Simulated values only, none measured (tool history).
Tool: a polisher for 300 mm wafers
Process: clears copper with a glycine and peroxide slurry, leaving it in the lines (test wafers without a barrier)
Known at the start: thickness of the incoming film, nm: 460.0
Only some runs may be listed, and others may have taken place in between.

run  hour  flow of slurry (ml/min)  pressure of the wafer on the pad (kPa)  speed of the pad under the wafer (cm/s)  overpolish time after the end point (s)  time until the end point was called (s)  dishing of a wide line in a test structure (Å)
  1     0                      210                                    11.7                                      120                                       25                                      120                                          567.83
  2   1.7                      205                                      11                                      120                                       23                                   127.28                                          520.67
  3   3.5                      175                                      11                                      120                                       23                                   129.35                                          478.51
  4  11.4                      170                                      11                                      120                                       23                                   129.93                                          491.08
  5  18.5                      170                                    13.1                                      120                                       23                                   114.66                                          557.58
  6    22                      165                                    12.4                                      120                                       22                                    119.9                                          514.18
  7  30.2                      160                                    11.7                                      120                                       21                                   123.49                                          447.56
  8  37.9                      155                                    11.7                                      120                                       21                                   126.24                                          475.91

The next listed run, before its measurement:
  9  44.2                      150                                    11.7                                      120                                       21                                        ?                                               ?

{"run 9": {"time until the end point was called (s)": 127.3, "dishing of a wide line in a test structure (Å)": 478.9}}

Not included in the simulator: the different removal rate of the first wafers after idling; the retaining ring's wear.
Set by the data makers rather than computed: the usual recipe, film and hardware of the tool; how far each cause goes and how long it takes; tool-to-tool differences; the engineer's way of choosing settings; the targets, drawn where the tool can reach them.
